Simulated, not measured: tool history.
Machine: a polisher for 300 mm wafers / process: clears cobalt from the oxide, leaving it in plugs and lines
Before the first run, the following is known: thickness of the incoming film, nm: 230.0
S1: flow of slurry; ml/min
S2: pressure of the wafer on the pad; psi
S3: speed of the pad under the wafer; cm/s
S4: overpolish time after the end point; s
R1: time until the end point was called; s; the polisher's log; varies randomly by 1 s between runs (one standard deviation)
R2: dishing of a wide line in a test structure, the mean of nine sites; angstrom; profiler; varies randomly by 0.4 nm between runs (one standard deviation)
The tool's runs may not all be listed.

run 1 hour=0 | S1=270 S2=2.4 S3=88 S4=27 | R1=49.19 R2=593.77
run 2 hour=2.1 | S1=270 S2=2 S3=88 S4=27 | R1=56.669 R2=558.83
run 3 hour=10.6 | S1=270 S2=1.6 S3=88 S4=27 | R1=68.546 R2=530.27
run 4 hour=17 | S1=270 S2=1.6 S3=70 S4=27 | R1=80.442 R2=485.79
run 5 hour=22 | S1=285 S2=1.8 S3=64 S4=24 | R1=76.317 R2=461.96
run 6 hour=30.2 | S1=285 S2=1.8 S3=64 S4=29 | R1=75.097 R2=505.56
run 7 hour=38.6 | S1=310 S2=2 S3=60 S4=25 | R1=72.34 R2=482
run 8 hour=40 | S1=285 S2=2.2 S3=56 S4=22 | R1=69.105 R2=475.01
run 9 hour=41.6 | S1=310 S2=2.3 S3=54 S4=20 | R1=66.25 R2=452.09
run 10 hour=44.2 | S1=330 S2=2.4 S3=52 S4=18 | R1=65.935 R2=417.92
run 11 hour=52.6 | S1=385 S2=3 S3=48 S4=8 | R1=54.95 R2=270.61
run 12 hour=56.3 | S1=360 S2=3 S3=50 S4=8 | R1=55.501 R2=277.99

Run 13 has not been measured yet. What should we expect?
run 13 hour=61.6 | S1=340 S2=3 S3=52 S4=9 | R1=? R2=?

Run 13 measured R1 52.803 s, R2 311.1 angstrom.
